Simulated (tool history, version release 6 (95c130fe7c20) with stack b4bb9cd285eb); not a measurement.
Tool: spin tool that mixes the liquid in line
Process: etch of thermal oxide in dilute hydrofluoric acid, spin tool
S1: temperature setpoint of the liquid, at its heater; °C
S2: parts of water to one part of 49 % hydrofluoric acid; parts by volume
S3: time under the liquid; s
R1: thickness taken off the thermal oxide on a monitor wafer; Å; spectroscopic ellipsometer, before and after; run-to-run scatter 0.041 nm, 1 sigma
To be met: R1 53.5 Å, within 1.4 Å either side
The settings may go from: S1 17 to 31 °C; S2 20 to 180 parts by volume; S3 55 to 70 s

run	day	S1	S2	S3	R1
1	0	23	100	70	34.713
2	0.296	20.5	100	70	31.268
3	0.583	20.5	100	55	24.698
4	0.792	20.5	130	55	18.192
5	1.158	20.5	130	55	18.286
6	1.371	18	130	55	16.613
7	1.5	22	90	55	29.006
# day 1.642: thermometer replaced
8	1.642	22	90	55	27.879
9	1.962	24	80	55	33.593
10	2.025	25.5	75	55	38.272

4 next moves are on the table. One of them brings every result within its allowed miss. Which?
A	2.088	27.5	70	65	?
B	2.088	26.5	65	70	?
C	2.088	22.5	105	55	?
D	2.088	21	105	65	?

move	R1
A	53.692
B	60.271
C	23.749
D	26.421
A: every result lands within tolerance
B: carries the result that was furthest off beyond its target, to the other side
C: lands further from the targets than the last run did
D: lands further from the targets than the last run did
The move that meets every target is A.

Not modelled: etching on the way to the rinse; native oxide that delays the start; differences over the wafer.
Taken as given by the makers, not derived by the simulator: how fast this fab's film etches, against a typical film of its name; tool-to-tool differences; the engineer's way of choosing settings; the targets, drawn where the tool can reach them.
